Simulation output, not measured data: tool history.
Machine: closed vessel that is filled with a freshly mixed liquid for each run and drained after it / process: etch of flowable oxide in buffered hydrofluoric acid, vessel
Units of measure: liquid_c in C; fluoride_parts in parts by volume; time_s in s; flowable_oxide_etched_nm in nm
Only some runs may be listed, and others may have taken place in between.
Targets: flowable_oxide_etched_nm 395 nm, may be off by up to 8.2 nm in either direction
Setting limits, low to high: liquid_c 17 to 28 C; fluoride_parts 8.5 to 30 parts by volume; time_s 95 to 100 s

run,hour,liquid_c,fluoride_parts,time_s,flowable_oxide_etched_nm
1,0,20,23,95,231.07
2,2.3,20,23,95,230.49
3,6.6,20,23,100,245.67
4,14.7,22.5,22.5,100,285.09
5,18.6,22.5,22.5,100,285.49
6,21,24,22,100,315.84
7,28.7,25,22,100,333.6
8,37.9,26,22,100,348.37
9,46.2,26.5,22,100,357.1
10,49.7,27,22,100,369.95
11,54,27,22,100,368.33
12,60,27.5,22,100,381.18

Which of these 4 next moves meets every target?
A,66,24,17.5,100,?
B,66,28,22.5,100,?
C,66,28,21.5,100,?
D,66,25.5,16.5,95,?

move,flowable_oxide_etched_nm
A,379.13
B,380.61
C,392.66
D,414.11
A: moves away from the targets compared with the last run
B: just as far off the targets as the last run
C: every result within its allowed miss
D: pushes the last run's worst result past its target
C meets every target.

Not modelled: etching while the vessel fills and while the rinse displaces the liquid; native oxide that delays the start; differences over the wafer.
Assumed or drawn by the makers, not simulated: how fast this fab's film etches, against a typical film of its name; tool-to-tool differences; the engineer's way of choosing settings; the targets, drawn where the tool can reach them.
